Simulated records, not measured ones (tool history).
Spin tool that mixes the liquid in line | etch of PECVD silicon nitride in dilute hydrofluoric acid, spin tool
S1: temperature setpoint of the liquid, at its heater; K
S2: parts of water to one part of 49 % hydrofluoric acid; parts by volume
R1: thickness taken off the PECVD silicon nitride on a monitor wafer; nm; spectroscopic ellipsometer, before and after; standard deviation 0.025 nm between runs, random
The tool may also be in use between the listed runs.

run 1 hour=0.0 | S1=299.15 S2=260 time_under_the_liquid_(s)=60 | R1=0.43370
run 2 hour=1.2 | S1=300.65 S2=235 time_under_the_liquid_(s)=60 | R1=0.57392
run 3 hour=5.0 | S1=301.65 S2=230 time_under_the_liquid_(s)=60 | R1=0.59073
run 4 hour=12.6 | S1=298.65 S2=230 time_under_the_liquid_(s)=60 | R1=0.51393
run 5 hour=19.0 | S1=298.65 S2=295 time_under_the_liquid_(s)=60 | R1=0.39035
run 6 hour=22.5 | S1=298.65 S2=385 time_under_the_liquid_(s)=60 | R1=0.32843
run 7 hour=28.4 | S1=301.15 S2=335 time_under_the_liquid_(s)=60 | R1=0.41725
run 8 hour=33.3 | S1=302.65 S2=295 time_under_the_liquid_(s)=60 | R1=0.51245
run 9 hour=34.6 | S1=306.65 S2=190 time_under_the_liquid_(s)=60 | R1=0.99775

Run 10 is up next; what results do you expect?
run 10 hour=37.7 | S1=306.15 S2=195 time_under_the_liquid_(s)=60 | R1=?

R1: 0.91939 nm
